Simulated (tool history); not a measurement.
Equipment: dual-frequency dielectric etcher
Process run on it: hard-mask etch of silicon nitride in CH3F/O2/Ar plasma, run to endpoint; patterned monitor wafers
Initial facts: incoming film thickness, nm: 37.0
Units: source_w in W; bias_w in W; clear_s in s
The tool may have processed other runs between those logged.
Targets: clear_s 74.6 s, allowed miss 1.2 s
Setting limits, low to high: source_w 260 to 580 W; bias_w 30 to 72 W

Run 1, day 0: source_w 420 W, bias_w 51 W. Result: clear_s 60.961 s.
Run 2, day 0.296: source_w 420 W, bias_w 46 W. Result: clear_s 61.96 s.
Run 3, day 0.583: source_w 390 W, bias_w 44 W. Result: clear_s 64.282 s.
Run 4, day 0.704: source_w 390 W, bias_w 48 W. Result: clear_s 63.403 s.
Run 5, day 0.858: source_w 390 W, bias_w 52 W. Result: clear_s 62.78 s.
Run 6, day 1.046: source_w 360 W, bias_w 50 W. Result: clear_s 64.441 s.
Run 7, day 1.158: source_w 340 W, bias_w 47 W. Result: clear_s 67.195 s.
Run 8, day 1.417: source_w 320 W, bias_w 46 W. Result: clear_s 68.588 s.
Run 9, day 1.767: source_w 310 W, bias_w 45 W. Result: clear_s 69.586 s.
Run 10, day 2.104: source_w 300 W, bias_w 44 W. Result: clear_s 70.658 s.

Below are 4 possible settings for the next run. Only one of them brings all results inside the allowed miss of their targets. Which is it?
Run A, day 2.442: source_w 270 W, bias_w 41 W. Result: clear_s ?.
Run B, day 2.442: source_w 300 W, bias_w 39 W. Result: clear_s ?.
Run C, day 2.442: source_w 300 W, bias_w 41 W. Result: clear_s ?.
Run D, day 2.442: source_w 280 W, bias_w 47 W. Result: clear_s ?.

move  clear_s
   A     74.4
   B    72.33
   C   71.714
   D   71.665
A: meets every target
B: closer than the last run, but not yet in spec
C: closer than the last run, but not yet in spec
D: closer than the last run, but not yet in spec
Answer: A
